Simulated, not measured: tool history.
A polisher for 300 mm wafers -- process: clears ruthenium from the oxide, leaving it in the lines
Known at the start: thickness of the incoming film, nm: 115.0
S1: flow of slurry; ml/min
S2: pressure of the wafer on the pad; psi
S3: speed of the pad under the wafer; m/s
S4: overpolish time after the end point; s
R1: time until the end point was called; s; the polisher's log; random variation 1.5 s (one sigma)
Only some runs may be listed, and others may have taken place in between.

run  hour   S1   S2    S3  S4      R1
  1     0  265  1.7  0.86  43  134.23
  2   6.3  265  1.7  0.86  43  131.15
  3   7.4  265  1.8  0.86  43   129.3
  4  12.8  230  1.8  0.86  43  129.04
  5  21.6  230  1.6  0.86  43  141.42
  6  29.9  230  1.6  0.86  43   143.6
  7  33.9  230  2.1   0.9  43  105.97

Estimate the outcome of run 8 from the log above:
  8  35.5  230  2.2  0.9  43   ?

{"run 8": {"R1": 98.987}}
